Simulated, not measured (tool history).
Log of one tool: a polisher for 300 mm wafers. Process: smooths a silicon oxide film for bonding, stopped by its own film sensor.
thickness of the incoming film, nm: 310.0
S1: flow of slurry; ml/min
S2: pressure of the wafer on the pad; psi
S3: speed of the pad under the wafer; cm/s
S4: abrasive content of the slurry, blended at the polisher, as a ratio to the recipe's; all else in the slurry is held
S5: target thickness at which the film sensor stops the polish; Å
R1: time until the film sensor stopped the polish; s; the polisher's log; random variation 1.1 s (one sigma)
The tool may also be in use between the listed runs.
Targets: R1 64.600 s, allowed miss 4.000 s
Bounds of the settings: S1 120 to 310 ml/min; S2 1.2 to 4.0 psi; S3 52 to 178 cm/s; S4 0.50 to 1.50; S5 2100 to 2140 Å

Run 1, hour 0.0: S1 200 ml/min, S2 2.6 psi, S3 114 cm/s, S4 1.00, S5 2140 Å. Result: R1 87.531 s.
Run 2, hour 6.4: S1 200 ml/min, S2 2.7 psi, S3 114 cm/s, S4 1.00, S5 2140 Å. Result: R1 85.821 s.
Run 3, hour 14.0: S1 250 ml/min, S2 2.7 psi, S3 114 cm/s, S4 1.00, S5 2140 Å. Result: R1 83.654 s.
Run 4, hour 20.8: S1 250 ml/min, S2 2.8 psi, S3 114 cm/s, S4 1.00, S5 2140 Å. Result: R1 79.061 s.
Run 5, hour 28.4: S1 250 ml/min, S2 2.9 psi, S3 114 cm/s, S4 1.00, S5 2140 Å. Result: R1 76.816 s.
Run 6, hour 34.7: S1 250 ml/min, S2 2.9 psi, S3 96 cm/s, S4 1.00, S5 2140 Å. Result: R1 88.376 s.
Run 7, hour 37.2: S1 250 ml/min, S2 3.0 psi, S3 96 cm/s, S4 1.00, S5 2140 Å. Result: R1 83.995 s.
Run 8, hour 38.2: S1 250 ml/min, S2 3.1 psi, S3 96 cm/s, S4 1.00, S5 2140 Å. Result: R1 83.891 s.
Run 9, hour 44.7: S1 250 ml/min, S2 3.2 psi, S3 98 cm/s, S4 1.00, S5 2140 Å. Result: R1 81.355 s.

Which of these 5 next moves meets every target?
Run A, hour 51.2: S1 260 ml/min, S2 3.1 psi, S3 134 cm/s, S4 0.90, S5 2140 Å. Result: R1 ?.
Run B, hour 51.2: S1 235 ml/min, S2 2.9 psi, S3 80 cm/s, S4 0.95, S5 2100 Å. Result: R1 ?.
Run C, hour 51.2: S1 275 ml/min, S2 3.4 psi, S3 76 cm/s, S4 1.00, S5 2100 Å. Result: R1 ?.
Run D, hour 51.2: S1 215 ml/min, S2 2.7 psi, S3 124 cm/s, S4 1.10, S5 2140 Å. Result: R1 ?.
Run E, hour 51.2: S1 275 ml/min, S2 2.1 psi, S3 104 cm/s, S4 0.90, S5 2100 Å. Result: R1 ?.

move       R1
   A   67.326
   B  111.750
   C   97.364
   D   77.550
   E  120.980
A: meets every target
B: further off than the last run
C: further off than the last run
D: nearer than the last run, and not there yet
E: further off than the last run
The right move is A.

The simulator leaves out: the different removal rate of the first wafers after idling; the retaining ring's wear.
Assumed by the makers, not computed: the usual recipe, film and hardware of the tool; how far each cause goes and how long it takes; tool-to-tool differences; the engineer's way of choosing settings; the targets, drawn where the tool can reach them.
